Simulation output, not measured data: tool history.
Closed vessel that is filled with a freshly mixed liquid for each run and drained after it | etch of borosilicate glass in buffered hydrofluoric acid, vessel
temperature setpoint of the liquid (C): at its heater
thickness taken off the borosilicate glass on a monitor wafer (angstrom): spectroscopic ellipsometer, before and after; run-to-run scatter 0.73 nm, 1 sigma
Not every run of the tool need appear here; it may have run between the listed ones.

run,day,temperature setpoint of the liquid (C),parts of 40 % ammonium fluoride to one part of 49 % hydrofluoric acid (parts by volume),time in the liquid (s),thickness taken off the borosilicate glass on a monitor wafer (angstrom)
1,0,23,22,105,586.63
2,0.058,21,22,105,525.97
3,0.408,23.5,22,105,597.69
4,0.612,24,22,105,624.81
5,0.842,26,22,105,688.44
6,1.029,26,28,105,582.12

Run 7 has not been measured yet. What should we expect?
7,1.175,26.5,28,105,?

thickness taken off the borosilicate glass on a monitor wafer (angstrom): 596.64

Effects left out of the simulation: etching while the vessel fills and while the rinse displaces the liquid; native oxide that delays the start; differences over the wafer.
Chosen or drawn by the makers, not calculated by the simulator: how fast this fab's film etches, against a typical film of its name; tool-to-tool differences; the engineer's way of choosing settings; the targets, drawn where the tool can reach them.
